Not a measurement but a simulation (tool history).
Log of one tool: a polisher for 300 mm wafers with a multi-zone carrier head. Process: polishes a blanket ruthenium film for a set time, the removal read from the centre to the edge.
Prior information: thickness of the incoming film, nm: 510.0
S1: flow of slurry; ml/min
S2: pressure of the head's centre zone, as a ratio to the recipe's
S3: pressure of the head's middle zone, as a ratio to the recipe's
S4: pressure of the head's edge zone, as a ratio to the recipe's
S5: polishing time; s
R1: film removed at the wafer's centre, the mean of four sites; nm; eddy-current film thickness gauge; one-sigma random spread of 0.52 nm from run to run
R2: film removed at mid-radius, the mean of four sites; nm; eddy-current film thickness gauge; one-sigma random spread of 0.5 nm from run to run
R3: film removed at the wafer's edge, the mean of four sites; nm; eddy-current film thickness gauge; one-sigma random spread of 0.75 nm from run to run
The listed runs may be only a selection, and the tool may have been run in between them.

run,hour,S1,S2,S3,S4,S5,R1,R2,R3
1,0.0,285,1.00,1.00,1.00,64,77.933,79.328,77.436
2,1.9,285,1.00,1.00,0.97,64,78.403,78.760,75.939
3,8.5,285,1.00,1.00,0.92,64,78.900,77.852,74.985
4,14.7,285,1.00,0.93,0.92,64,79.236,73.533,76.182
5,16.7,285,0.99,0.96,0.91,62,75.592,74.349,70.995
6,19.8,285,0.99,0.96,0.91,50,60.995,59.598,59.291
7,28.3,290,0.98,0.98,0.90,50,60.519,60.692,58.828

Run 8, settings as shown, results not yet in. Your forecast:
8,35.3,295,0.97,1.00,0.90,50,?,?,?

Run 8 measured R1 60.087 nm, R2 62.338 nm, R3 60.188 nm.
